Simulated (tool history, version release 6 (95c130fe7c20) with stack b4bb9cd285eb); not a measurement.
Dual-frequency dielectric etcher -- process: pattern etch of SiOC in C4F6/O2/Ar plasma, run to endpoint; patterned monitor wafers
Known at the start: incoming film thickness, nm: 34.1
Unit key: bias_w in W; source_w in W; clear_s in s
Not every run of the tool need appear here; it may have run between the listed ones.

run 1 hour=0 | bias_w=553 source_w=470 | clear_s=10.283
run 2 hour=0.9 | bias_w=594 source_w=470 | clear_s=9.9152
run 3 hour=1.6 | bias_w=552 source_w=460 | clear_s=10.322
run 4 hour=3.4 | bias_w=517 source_w=450 | clear_s=10.961
run 5 hour=8.1 | bias_w=498 source_w=450 | clear_s=11.118
run 6 hour=15.6 | bias_w=481 source_w=450 | clear_s=11.254

Run 7 comes next. What will it give?
run 7 hour=24.5 | bias_w=465 source_w=450 | clear_s=?

clear_s: 11.522 s
